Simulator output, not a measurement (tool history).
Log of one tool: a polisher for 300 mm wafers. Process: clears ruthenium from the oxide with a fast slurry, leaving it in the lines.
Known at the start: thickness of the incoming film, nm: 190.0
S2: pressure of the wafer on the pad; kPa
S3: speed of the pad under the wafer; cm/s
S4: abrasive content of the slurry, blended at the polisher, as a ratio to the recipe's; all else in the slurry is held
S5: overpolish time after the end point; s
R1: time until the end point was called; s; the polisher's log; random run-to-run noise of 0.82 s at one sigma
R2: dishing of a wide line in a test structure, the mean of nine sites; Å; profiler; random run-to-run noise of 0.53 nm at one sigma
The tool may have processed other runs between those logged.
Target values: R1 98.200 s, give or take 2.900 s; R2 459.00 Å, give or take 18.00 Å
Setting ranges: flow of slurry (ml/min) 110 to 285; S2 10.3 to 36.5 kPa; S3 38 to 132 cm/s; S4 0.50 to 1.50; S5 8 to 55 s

Run 1, day 0.000: flow of slurry (ml/min) 180, S2 23.4 kPa, S3 84 cm/s, S4 1.00, S5 28 s. Result: R1 51.001 s, R2 497.01 Å.
Run 2, day 0.288: flow of slurry (ml/min) 180, S2 29.0 kPa, S3 84 cm/s, S4 1.00, S5 28 s. Result: R1 43.922 s, R2 516.96 Å.
Run 3, day 0.383: flow of slurry (ml/min) 175, S2 24.8 kPa, S3 80 cm/s, S4 1.00, S5 30 s. Result: R1 51.071 s, R2 507.38 Å.
Run 4, day 0.650: flow of slurry (ml/min) 205, S2 24.8 kPa, S3 80 cm/s, S4 1.00, S5 30 s. Result: R1 50.100 s, R2 507.29 Å.
Run 5, day 0.983: flow of slurry (ml/min) 205, S2 20.0 kPa, S3 80 cm/s, S4 1.00, S5 30 s. Result: R1 59.148 s, R2 471.70 Å.
Run 6, day 1.342: flow of slurry (ml/min) 200, S2 17.9 kPa, S3 76 cm/s, S4 1.00, S5 33 s. Result: R1 67.984 s, R2 476.24 Å.
Run 7, day 1.583: flow of slurry (ml/min) 190, S2 16.5 kPa, S3 76 cm/s, S4 1.00, S5 34 s. Result: R1 71.060 s, R2 458.38 Å.
Run 8, day 1.742: flow of slurry (ml/min) 185, S2 15.2 kPa, S3 74 cm/s, S4 1.00, S5 37 s. Result: R1 78.415 s, R2 460.87 Å.
Run 9, day 2.083: flow of slurry (ml/min) 175, S2 14.5 kPa, S3 74 cm/s, S4 1.00, S5 39 s. Result: R1 81.139 s, R2 466.33 Å.
Run 10, day 2.400: flow of slurry (ml/min) 170, S2 13.8 kPa, S3 74 cm/s, S4 1.00, S5 40 s. Result: R1 83.688 s, R2 467.54 Å.
Run 11, day 2.546: flow of slurry (ml/min) 165, S2 13.1 kPa, S3 74 cm/s, S4 1.00, S5 41 s. Result: R1 87.440 s, R2 465.63 Å.
Run 12, day 2.771: flow of slurry (ml/min) 155, S2 12.4 kPa, S3 74 cm/s, S4 1.00, S5 42 s. Result: R1 91.136 s, R2 461.10 Å.
Run 13, day 2.800: flow of slurry (ml/min) 150, S2 12.4 kPa, S3 74 cm/s, S4 1.00, S5 43 s. Result: R1 93.429 s, R2 455.75 Å.
Run 14, day 2.954: flow of slurry (ml/min) 150, S2 12.4 kPa, S3 74 cm/s, S4 1.00, S5 43 s. Result: R1 91.300 s, R2 462.39 Å.
Run 15, day 3.154: flow of slurry (ml/min) 145, S2 12.4 kPa, S3 74 cm/s, S4 1.00, S5 44 s. Result: R1 91.799 s, R2 480.32 Å.
Run 16, day 3.279: flow of slurry (ml/min) 140, S2 12.4 kPa, S3 74 cm/s, S4 1.00, S5 44 s. Result: R1 92.446 s, R2 471.58 Å.

4 next moves are on the table. One of them brings every result within its allowed miss. Which?
Run A, day 3.404: flow of slurry (ml/min) 110, S2 19.3 kPa, S3 62 cm/s, S4 1.00, S5 43 s. Result: R1 ?, R2 ?.
Run B, day 3.404: flow of slurry (ml/min) 190, S2 10.3 kPa, S3 66 cm/s, S4 1.15, S5 41 s. Result: R1 ?, R2 ?.
Run C, day 3.404: flow of slurry (ml/min) 120, S2 13.1 kPa, S3 66 cm/s, S4 0.90, S5 50 s. Result: R1 ?, R2 ?.
Run D, day 3.404: flow of slurry (ml/min) 130, S2 11.0 kPa, S3 86 cm/s, S4 0.75, S5 45 s. Result: R1 ?, R2 ?.

move       R1      R2
   A   85.128  475.26
   B  105.020  423.27
   C  107.870  458.58
   D  100.190  452.29
A: lands further from the targets than the last run did
B: takes the biggest miss from the last run beyond its target
C: takes the biggest miss from the last run beyond its target
D: every result within its allowed miss
Go with D: it meets all targets.
